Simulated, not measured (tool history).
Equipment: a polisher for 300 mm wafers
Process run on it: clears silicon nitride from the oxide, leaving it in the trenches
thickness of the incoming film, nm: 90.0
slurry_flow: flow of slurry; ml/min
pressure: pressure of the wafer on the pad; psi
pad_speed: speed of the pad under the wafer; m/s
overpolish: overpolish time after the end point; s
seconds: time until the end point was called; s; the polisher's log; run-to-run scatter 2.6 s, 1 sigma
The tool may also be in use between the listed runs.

Run 1, hour 0: slurry_flow 290 ml/min, pressure 2.9 psi, pad_speed 0.82 m/s, overpolish 47 s. Result: seconds 123.53 s.
Run 2, hour 5.1: slurry_flow 320 ml/min, pressure 2.9 psi, pad_speed 0.82 m/s, overpolish 47 s. Result: seconds 120.38 s.
Run 3, hour 11: slurry_flow 315 ml/min, pressure 2.6 psi, pad_speed 0.82 m/s, overpolish 47 s. Result: seconds 134.18 s.
Run 4, hour 13.2: slurry_flow 315 ml/min, pressure 2.6 psi, pad_speed 1.02 m/s, overpolish 47 s. Result: seconds 109.73 s.
Run 5, hour 18.9: slurry_flow 360 ml/min, pressure 2.6 psi, pad_speed 1.02 m/s, overpolish 47 s. Result: seconds 110.9 s.
Run 6, hour 20: slurry_flow 360 ml/min, pressure 2.3 psi, pad_speed 1 m/s, overpolish 47 s. Result: seconds 123.36 s.

Estimate the outcome of run 7 from the log above:
Run 7, hour 22: slurry_flow 360 ml/min, pressure 2 psi, pad_speed 0.98 m/s, overpolish 47 s. Result: seconds ?.

seconds: 145.12 s

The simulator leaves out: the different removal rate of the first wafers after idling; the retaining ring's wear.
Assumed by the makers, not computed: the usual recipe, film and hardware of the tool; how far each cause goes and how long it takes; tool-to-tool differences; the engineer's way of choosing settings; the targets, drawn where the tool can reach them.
